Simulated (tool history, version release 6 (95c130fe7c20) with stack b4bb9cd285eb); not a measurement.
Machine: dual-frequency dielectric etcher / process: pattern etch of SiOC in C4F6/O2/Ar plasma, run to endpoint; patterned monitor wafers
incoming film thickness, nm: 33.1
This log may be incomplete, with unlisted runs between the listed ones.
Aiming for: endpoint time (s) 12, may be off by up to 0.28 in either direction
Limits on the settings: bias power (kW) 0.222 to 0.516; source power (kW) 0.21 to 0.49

run,hour,bias power (kW),source power (kW),endpoint time (s)
1,0,0.369,0.35,13.353
2,8.5,0.411,0.35,12.865
3,11.8,0.429,0.36,12.57
4,18.9,0.378,0.36,13.364
5,24.1,0.378,0.42,12.625
6,25.5,0.391,0.42,12.429
7,26.5,0.4,0.42,12.383
8,33.2,0.4,0.42,12.283
9,34.3,0.406,0.42,12.333

Which one of the following 5 next-run settings gets every result inside its allowed miss? There is exactly one.
A,35.4,0.47,0.44,?
B,35.4,0.379,0.42,?
C,35.4,0.409,0.45,?
D,35.4,0.371,0.43,?
E,35.4,0.399,0.4,?

move,endpoint time (s)
A,11.408
B,12.772
C,12.093
D,12.818
E,12.632
A: takes the result that was furthest off past its target
B: the biggest miss grows against the last run
C: all results in spec
D: the biggest miss grows against the last run
E: the biggest miss grows against the last run
The right move is C.

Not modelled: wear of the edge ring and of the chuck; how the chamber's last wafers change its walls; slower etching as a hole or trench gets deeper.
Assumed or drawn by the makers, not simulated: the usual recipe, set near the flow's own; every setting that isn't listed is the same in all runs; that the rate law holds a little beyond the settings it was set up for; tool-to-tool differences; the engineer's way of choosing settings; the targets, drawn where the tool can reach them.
